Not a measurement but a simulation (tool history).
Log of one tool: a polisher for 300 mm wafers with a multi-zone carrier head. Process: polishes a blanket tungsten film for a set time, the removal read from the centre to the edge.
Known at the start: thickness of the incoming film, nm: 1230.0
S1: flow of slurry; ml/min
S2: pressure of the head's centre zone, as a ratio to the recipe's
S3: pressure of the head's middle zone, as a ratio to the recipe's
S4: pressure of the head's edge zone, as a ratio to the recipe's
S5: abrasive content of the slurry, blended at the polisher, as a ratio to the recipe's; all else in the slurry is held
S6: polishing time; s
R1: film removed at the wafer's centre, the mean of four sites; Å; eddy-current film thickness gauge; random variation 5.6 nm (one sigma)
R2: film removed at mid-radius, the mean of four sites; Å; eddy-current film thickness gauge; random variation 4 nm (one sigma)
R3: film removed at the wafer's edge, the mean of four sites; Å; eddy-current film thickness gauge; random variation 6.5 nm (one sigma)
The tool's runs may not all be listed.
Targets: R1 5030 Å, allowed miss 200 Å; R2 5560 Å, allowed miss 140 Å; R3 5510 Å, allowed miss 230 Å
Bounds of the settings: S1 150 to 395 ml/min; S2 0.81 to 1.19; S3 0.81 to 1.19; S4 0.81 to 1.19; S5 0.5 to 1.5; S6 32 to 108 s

run  hour   S1    S2    S3    S4    S5  S6      R1      R2      R3
  1     0  250     1     1     1     1  70  4092.2  4175.9  4157.1
  2   3.1  255     1  1.01  1.02  1.05  71  4191.2  4272.4  4372.6
  3  11.7  260     1  1.03  1.03   1.1  71  4219.4  4408.9  4452.9
  4  16.5  215     1  1.03  1.03   1.1  71    4185  4308.5  4453.4
  5  24.9  215     1  1.03  1.03   1.1  61  3646.2    3739  3794.2
  6    26  220  1.01  1.05  1.04  1.15  62  3662.6  3853.4  3924.9
  7  26.9  225  1.02  1.06  1.04   1.2  64  3932.8  4031.4  4106.8
     30.7  -- worn pad replaced by a new one
  8  30.7  230  1.02  1.07  1.04  1.25  65    4373  4568.9  4656.5
  9  38.9  240  1.02  1.08  1.04  1.25  65  4393.5    4620  4602.2
 10  45.8  250  1.02  1.08  1.05  1.25  65  4371.9  4651.3    4546
 11  54.7  255  1.02  1.08  1.06   1.3  65  4500.1  4677.4  4684.8
 12  58.3  260  1.02  1.09  1.07   1.3  65  4351.6  4771.4  4651.8
 13    64  255  1.02   1.1  1.07   1.3  65    4437  4798.7  4761.9
 14  71.2  260  1.02   1.1  1.08   1.3  65  4416.2    4839  4785.8

5 next moves are on the table. One of them brings every result within its allowed miss. Which?
  A  78.4  275  0.99  1.17  1.14   1.3  56   ?   ?   ?
  B  78.4  250  0.85  1.18  1.18   1.3  69   ?   ?   ?
  C  78.4  240  0.92  1.18  1.03  1.45  76   ?   ?   ?
  D  78.4  285     1  0.98  1.07   1.1  79   ?   ?   ?
  E  78.4  210  1.01  1.12  1.11     1  80   ?   ?   ?

move      R1      R2      R3
   A  3777.1  4409.9  4112.8
   B  4130.2  5427.2  5122.4
   C  4904.2  6094.1  5378.6
   D  5196.2  5182.7  5455.7
   E  5032.8  5594.5  5384.7
A: further off than the last run
B: brings the result that was furthest off to its target, and leaves another outside
C: takes the result that was furthest off past its target
D: nearer than the last run, and not there yet
E: meets every target
Move E is the one to make.
